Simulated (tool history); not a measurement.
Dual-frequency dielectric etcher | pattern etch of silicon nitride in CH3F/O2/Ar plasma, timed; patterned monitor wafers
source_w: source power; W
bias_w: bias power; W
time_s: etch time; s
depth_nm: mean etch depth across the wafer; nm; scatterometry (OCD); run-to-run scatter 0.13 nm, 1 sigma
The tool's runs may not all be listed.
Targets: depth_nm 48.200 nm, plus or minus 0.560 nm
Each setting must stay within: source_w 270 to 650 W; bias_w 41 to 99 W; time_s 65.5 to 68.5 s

run,day,source_w,bias_w,time_s,depth_nm
1,0.000,460,70,65.5,44.526
2,0.362,480,70,65.5,45.271
3,0.421,390,70,65.5,41.339
4,0.775,340,70,65.5,38.864
5,1.092,340,57,65.5,35.725
6,1.379,390,57,65.5,38.023
7,1.446,430,57,65.5,39.820
8,1.633,530,59,65.5,44.245
9,1.900,550,59,65.5,45.314
10,1.967,560,59,65.5,45.519
11,2.246,560,59,65.5,45.518
12,2.458,570,59,65.5,45.787
13,2.662,580,59,65.5,46.226
# day 2.912: source power generator calibrated
14,2.912,640,60,65.5,49.259
15,2.946,630,60,65.5,49.224
16,3.300,630,60,65.5,49.241

Consider the 4 candidate settings below. Which is the only one whose results all fall within their allowed miss of target?
A,3.654,600,60,68.5,?
B,3.654,580,59,66.0,?
C,3.654,550,60,66.5,?
D,3.654,570,61,67.0,?

move,depth_nm
A,50.154
B,47.301
C,46.849
D,48.261
A: misses by more than the last run did
B: pushes the last run's worst result past its target
C: pushes the last run's worst result past its target
D: each result inside its tolerance
Correct choice: D, which meets every target
